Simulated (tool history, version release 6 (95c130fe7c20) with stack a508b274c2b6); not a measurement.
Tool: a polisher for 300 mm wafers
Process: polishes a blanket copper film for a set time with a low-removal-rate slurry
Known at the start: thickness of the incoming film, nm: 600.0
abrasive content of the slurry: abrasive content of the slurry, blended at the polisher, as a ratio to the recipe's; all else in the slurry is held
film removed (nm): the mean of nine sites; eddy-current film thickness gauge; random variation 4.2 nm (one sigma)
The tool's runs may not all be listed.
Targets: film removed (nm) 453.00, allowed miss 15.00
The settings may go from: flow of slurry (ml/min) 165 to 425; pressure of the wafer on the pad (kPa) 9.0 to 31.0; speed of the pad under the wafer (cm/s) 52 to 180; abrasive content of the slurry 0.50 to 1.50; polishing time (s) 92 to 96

run  hour  flow of slurry (ml/min)  pressure of the wafer on the pad (kPa)  speed of the pad under the wafer (cm/s)  abrasive content of the slurry  polishing time (s)  film removed (nm)
  1   0.0                      275                                    20.0                                      116                            1.00                  92             272.09
  2   3.1                      225                                    20.0                                      116                            1.00                  92             267.38
  3   5.0                      285                                    20.0                                      116                            1.00                  92             274.01
  4  11.4                      285                                    20.0                                       90                            1.00                  92             215.15
  5  18.5                      285                                    15.9                                       90                            1.00                  92             183.80
  6  24.8                      285                                    15.9                                       90                            1.00                  96             192.33
  7  32.6                      285                                    15.9                                       90                            1.00                  96             189.67
  8  37.8                      285                                    15.9                                       90                            1.00                  96             188.58
     45.9  -- slurry nozzle cleaned
  9  45.9                      285                                    20.0                                       96                            1.00                  96             255.77
 10  51.6                      290                                    22.8                                       96                            1.00                  96             279.83
 11  55.5                      290                                    24.8                                      100                            1.00                  96             310.22

4 next moves are on the table. One of them brings every result within its allowed miss. Which?
  A  59.4                      295                                    22.1                                      150                            1.40                  96                  ?
  B  59.4                      245                                    26.9                                       88                            0.90                  92                  ?
  C  59.4                      385                                    13.8                                      104                            1.35                  92                  ?
  D  59.4                      275                                    17.9                                       98                            0.80                  92                  ?

move  film removed (nm)
   A             445.14
   B             267.80
   C             217.01
   D             216.85
A: meets every target
B: further off than the last run
C: further off than the last run
D: further off than the last run
The right move is A.
